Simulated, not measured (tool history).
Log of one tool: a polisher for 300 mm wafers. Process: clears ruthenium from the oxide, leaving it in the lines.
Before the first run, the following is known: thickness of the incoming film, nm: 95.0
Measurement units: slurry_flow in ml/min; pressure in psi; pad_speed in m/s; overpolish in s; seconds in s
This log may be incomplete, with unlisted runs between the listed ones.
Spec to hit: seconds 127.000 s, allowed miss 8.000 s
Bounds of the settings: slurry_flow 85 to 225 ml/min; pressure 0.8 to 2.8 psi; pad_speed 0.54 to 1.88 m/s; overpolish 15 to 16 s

run 1 hour=0.0 | slurry_flow=145 pressure=1.8 pad_speed=1.20 overpolish=15 | seconds=85.933
run 2 hour=8.6 | slurry_flow=145 pressure=1.8 pad_speed=1.20 overpolish=15 | seconds=89.048
run 3 hour=13.3 | slurry_flow=145 pressure=1.7 pad_speed=1.20 overpolish=15 | seconds=91.417
run 4 hour=17.5 | slurry_flow=145 pressure=1.7 pad_speed=1.36 overpolish=15 | seconds=82.126
run 5 hour=22.7 | slurry_flow=145 pressure=1.6 pad_speed=1.34 overpolish=15 | seconds=82.367
run 6 hour=31.8 | slurry_flow=145 pressure=1.6 pad_speed=1.34 overpolish=15 | seconds=84.490
run 7 hour=39.5 | slurry_flow=145 pressure=1.5 pad_speed=1.32 overpolish=15 | seconds=91.462
run 8 hour=47.1 | slurry_flow=145 pressure=1.4 pad_speed=1.30 overpolish=15 | seconds=95.971
run 9 hour=51.6 | slurry_flow=145 pressure=1.3 pad_speed=1.28 overpolish=15 | seconds=106.500

Pick the move, out of 4, that brings all results within their allowed miss; only one does.
run A hour=56.1 | slurry_flow=125 pressure=1.2 pad_speed=1.16 overpolish=16 | seconds=?
run B hour=56.1 | slurry_flow=155 pressure=1.3 pad_speed=1.22 overpolish=15 | seconds=?
run C hour=56.1 | slurry_flow=165 pressure=1.1 pad_speed=1.34 overpolish=16 | seconds=?
run D hour=56.1 | slurry_flow=170 pressure=1.6 pad_speed=1.06 overpolish=15 | seconds=?

move=A seconds=126.840
move=B seconds=109.570
move=C seconds=112.010
move=D seconds=105.460
A: every result within its allowed miss
B: gains on the last run, yet a result remains outside its allowed miss
C: gains on the last run, yet a result remains outside its allowed miss
D: lands further from the targets than the last run did
Go with A: it meets all targets.
